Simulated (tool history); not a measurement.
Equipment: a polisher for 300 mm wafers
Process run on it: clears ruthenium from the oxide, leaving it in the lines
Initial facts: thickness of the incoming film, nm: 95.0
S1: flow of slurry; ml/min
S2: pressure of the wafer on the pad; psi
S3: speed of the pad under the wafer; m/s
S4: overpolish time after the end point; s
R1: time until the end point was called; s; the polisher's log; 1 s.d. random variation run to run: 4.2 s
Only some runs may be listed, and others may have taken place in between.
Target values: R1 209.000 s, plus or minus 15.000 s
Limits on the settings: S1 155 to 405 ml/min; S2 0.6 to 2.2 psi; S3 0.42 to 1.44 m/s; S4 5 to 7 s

| run | hour | S1 | S2 | S3 | S4 | R1 |
|---|---|---|---|---|---|---|
| 1 | 0.0 | 260 | 1.4 | 0.92 | 7 | 120.680 |
| 2 | 8.9 | 260 | 1.4 | 1.14 | 7 | 98.871 |
| 3 | 16.0 | 260 | 1.5 | 1.14 | 7 | 93.223 |
| 4 | 23.7 | 225 | 1.5 | 1.14 | 7 | 93.338 |
| 5 | 28.7 | 225 | 1.5 | 0.92 | 7 | 110.970 |
| 6 | 36.5 | 225 | 1.5 | 0.92 | 7 | 115.400 |
| 7 | 38.7 | 220 | 1.1 | 0.82 | 7 | 164.220 |
| 8 | 44.3 | 220 | 1.0 | 0.82 | 7 | 190.380 |

Consider the 5 candidate settings below. Which is the only one whose results all fall within their allowed miss of target?
| A | 49.9 | 300 | 1.1 | 0.76 | 7 | ? |
| B | 49.9 | 170 | 1.1 | 0.78 | 7 | ? |
| C | 49.9 | 185 | 0.9 | 0.80 | 7 | ? |
| D | 49.9 | 265 | 1.1 | 0.74 | 7 | ? |
| E | 49.9 | 275 | 0.7 | 1.18 | 7 | ? |

| move | R1 |
|---|---|
| A | 170.710 |
| B | 178.330 |
| C | 209.130 |
| D | 176.550 |
| E | 181.520 |
A: moves away from the targets compared with the last run
B: moves away from the targets compared with the last run
C: hits every target within its allowed miss
D: moves away from the targets compared with the last run
E: moves away from the targets compared with the last run
C meets every target.
